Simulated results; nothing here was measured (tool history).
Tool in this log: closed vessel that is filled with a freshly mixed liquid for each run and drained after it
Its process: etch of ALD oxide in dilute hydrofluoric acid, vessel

run	hour	temperature setpoint of the liquid (C)	parts of water to one part of 49 % hydrofluoric acid (parts by volume)	time in the liquid (s)	thickness taken off the ALD oxide on a monitor wafer (angstrom)
1	0.0	21.0	160	100	120.590
2	4.3	22.5	150	100	137.390
3	11.9	22.5	205	100	94.436
4	13.7	22.5	205	105	99.064
5	17.1	23.5	190	105	114.330
6	22.9	24.5	175	105	130.610
7	28.1	25.0	160	105	147.910
8	29.8	25.5	150	105	160.140
9	34.4	26.0	140	105	180.610

What will run 10 give?
10	38.7	29.0	105	105	?

thickness taken off the ALD oxide on a monitor wafer (angstrom): 281.280
